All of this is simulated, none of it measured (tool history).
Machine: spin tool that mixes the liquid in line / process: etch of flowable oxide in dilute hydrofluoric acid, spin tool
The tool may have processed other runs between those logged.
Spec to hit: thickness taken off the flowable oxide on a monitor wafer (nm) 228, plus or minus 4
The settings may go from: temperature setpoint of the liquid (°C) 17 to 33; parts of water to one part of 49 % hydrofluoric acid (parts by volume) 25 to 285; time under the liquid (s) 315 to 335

run	hour	temperature setpoint of the liquid (°C)	parts of water to one part of 49 % hydrofluoric acid (parts by volume)	time under the liquid (s)	thickness taken off the flowable oxide on a monitor wafer (nm)
1	0	25	155	315	96.473
2	8.3	26	145	315	108.31
3	15.3	27	135	315	122.43
4	22.5	28	130	315	132.95
5	26.8	28	130	335	140.45
6	34.8	28.5	125	335	150.86
7	43.1	29	120	335	159.52
8	49.3	29.5	115	335	172.19
9	57.9	30	115	335	176.59
10	64	30.5	115	335	178.04
11	70.9	33	90	335	261.86
12	77.2	32.5	90	335	256.53
13	83.7	32	90	335	252.32
14	88.5	31.5	90	335	245.22
15	93.1	30.5	90	335	236.8

Which single option among these 5 for the next run brings every result within its allowed miss of target? Just one does.
A	97.7	28.5	80	330	?
B	97.7	24.5	75	335	?
C	97.7	29.5	85	335	?
D	97.7	28.5	80	335	?
E	97.7	29.5	80	325	?

move	thickness taken off the flowable oxide on a monitor wafer (nm)
A	245.65
B	228.73
C	242.17
D	249.38
E	251.43
A: its largest miss is bigger than the last run's
B: every result lands within tolerance
C: its largest miss is bigger than the last run's
D: its largest miss is bigger than the last run's
E: its largest miss is bigger than the last run's
The move that meets every target is B.
